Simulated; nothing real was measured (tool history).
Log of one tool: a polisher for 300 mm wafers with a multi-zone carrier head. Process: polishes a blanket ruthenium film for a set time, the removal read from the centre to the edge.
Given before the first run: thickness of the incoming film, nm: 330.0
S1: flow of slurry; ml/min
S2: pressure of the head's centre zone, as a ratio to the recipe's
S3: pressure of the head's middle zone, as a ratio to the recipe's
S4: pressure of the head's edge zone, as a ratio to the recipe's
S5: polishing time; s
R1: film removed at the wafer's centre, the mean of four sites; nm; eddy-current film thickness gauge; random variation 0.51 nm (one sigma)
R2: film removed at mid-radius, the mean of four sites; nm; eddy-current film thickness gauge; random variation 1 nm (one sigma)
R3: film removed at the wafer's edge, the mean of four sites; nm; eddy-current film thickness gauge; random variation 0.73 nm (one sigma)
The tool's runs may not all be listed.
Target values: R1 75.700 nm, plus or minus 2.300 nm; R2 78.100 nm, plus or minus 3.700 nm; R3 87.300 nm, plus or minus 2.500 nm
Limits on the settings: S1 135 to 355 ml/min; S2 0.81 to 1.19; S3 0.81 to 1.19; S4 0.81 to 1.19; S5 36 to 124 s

run 1 hour=0.0 | S1=225 S2=1.00 S3=1.00 S4=1.00 S5=79 | R1=70.702 R2=70.751 R3=70.793
run 2 hour=7.3 | S1=225 S2=1.00 S3=1.00 S4=0.94 S5=79 | R1=71.161 R2=69.885 R3=68.880
run 3 hour=14.5 | S1=225 S2=1.00 S3=1.00 S4=0.94 S5=90 | R1=81.537 R2=79.359 R3=78.347
run 4 hour=18.9 | S1=225 S2=1.00 S3=1.04 S4=0.94 S5=90 | R1=80.943 R2=79.281 R3=78.420
run 5 hour=22.5 | S1=215 S2=0.99 S3=1.01 S4=0.99 S5=90 | R1=79.562 R2=79.090 R3=79.894
run 6 hour=29.7 | S1=215 S2=0.98 S3=0.99 S4=1.02 S5=90 | R1=78.314 R2=77.879 R3=80.807
run 7 hour=34.1 | S1=215 S2=0.97 S3=0.98 S4=1.05 S5=90 | R1=76.832 R2=76.131 R3=82.550
run 8 hour=39.2 | S1=220 S2=0.96 S3=0.98 S4=1.06 S5=90 | R1=76.994 R2=77.166 R3=83.368
run 9 hour=47.9 | S1=220 S2=0.95 S3=0.98 S4=1.07 S5=90 | R1=76.025 R2=78.559 R3=82.971
run 10 hour=56.9 | S1=220 S2=0.95 S3=0.97 S4=1.09 S5=90 | R1=75.972 R2=76.601 R3=84.084

5 candidate next runs follow, results not yet known. Just one meets every target within its allowed miss. Identify it.
run A hour=65.9 | S1=235 S2=0.95 S3=0.97 S4=1.03 S5=88 | R1=? R2=? R3=?
run B hour=65.9 | S1=240 S2=0.86 S3=0.99 S4=1.07 S5=88 | R1=? R2=? R3=?
run C hour=65.9 | S1=210 S2=0.92 S3=0.89 S4=1.08 S5=88 | R1=? R2=? R3=?
run D hour=65.9 | S1=215 S2=0.97 S3=0.96 S4=1.14 S5=87 | R1=? R2=? R3=?
run E hour=65.9 | S1=190 S2=0.93 S3=0.93 S4=1.14 S5=94 | R1=? R2=? R3=?

move=A R1=75.059 R2=77.114 R3=79.910
move=B R1=68.109 R2=78.368 R3=81.519
move=C R1=71.348 R2=71.941 R3=80.826
move=D R1=74.725 R2=74.781 R3=82.198
move=E R1=75.678 R2=77.680 R3=87.557
A: its largest miss is bigger than the last run's
B: its largest miss is bigger than the last run's
C: its largest miss is bigger than the last run's
D: its largest miss is bigger than the last run's
E: all results in spec
The move that meets every target is E.

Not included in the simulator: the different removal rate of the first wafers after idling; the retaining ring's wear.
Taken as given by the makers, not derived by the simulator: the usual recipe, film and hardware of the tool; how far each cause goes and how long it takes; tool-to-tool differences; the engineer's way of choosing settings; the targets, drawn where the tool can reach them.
